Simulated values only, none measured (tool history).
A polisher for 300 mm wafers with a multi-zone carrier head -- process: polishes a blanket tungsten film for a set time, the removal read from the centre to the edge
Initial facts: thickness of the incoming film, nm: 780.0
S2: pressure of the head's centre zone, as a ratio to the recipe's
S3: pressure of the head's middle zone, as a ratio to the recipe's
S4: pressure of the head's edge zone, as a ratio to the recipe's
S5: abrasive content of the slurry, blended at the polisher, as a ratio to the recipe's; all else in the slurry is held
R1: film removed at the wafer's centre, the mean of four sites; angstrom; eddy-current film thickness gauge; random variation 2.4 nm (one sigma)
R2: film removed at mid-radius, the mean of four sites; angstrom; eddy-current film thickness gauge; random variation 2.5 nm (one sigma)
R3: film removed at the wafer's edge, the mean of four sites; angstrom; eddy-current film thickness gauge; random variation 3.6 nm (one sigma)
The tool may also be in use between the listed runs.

Run 1, hour 0.0: flow of slurry (ml/min) 160, S2 1.00, S3 1.00, S4 1.00, S5 1.00, polishing time (s) 59. Result: R1 3005.6 angstrom, R2 2918.4 angstrom, R3 2924.5 angstrom.
Run 2, hour 3.8: flow of slurry (ml/min) 160, S2 1.00, S3 1.00, S4 1.00, S5 0.95, polishing time (s) 59. Result: R1 2915.6 angstrom, R2 2876.3 angstrom, R3 2897.8 angstrom.
Run 3, hour 12.1: flow of slurry (ml/min) 160, S2 1.00, S3 1.00, S4 0.96, S5 0.95, polishing time (s) 59. Result: R1 2936.0 angstrom, R2 2849.7 angstrom, R3 2742.3 angstrom.
Run 4, hour 20.2: flow of slurry (ml/min) 150, S2 1.00, S3 0.99, S4 0.94, S5 0.95, polishing time (s) 59. Result: R1 2842.2 angstrom, R2 2817.6 angstrom, R3 2800.9 angstrom.
Run 5, hour 28.5: flow of slurry (ml/min) 150, S2 1.00, S3 0.99, S4 0.94, S5 0.75, polishing time (s) 59. Result: R1 2748.2 angstrom, R2 2653.8 angstrom, R3 2626.4 angstrom.
Run 6, hour 34.8: flow of slurry (ml/min) 150, S2 1.00, S3 0.99, S4 0.92, S5 0.70, polishing time (s) 59. Result: R1 2677.1 angstrom, R2 2634.9 angstrom, R3 2571.5 angstrom.

Predict the results of run 7:
Run 7, hour 35.8: flow of slurry (ml/min) 155, S2 1.01, S3 0.99, S4 0.90, S5 0.70, polishing time (s) 59. Result: R1 ?, R2 ?, R3 ?.

R1: 2752.4 angstrom
R2: 2660.6 angstrom
R3: 2607.2 angstrom
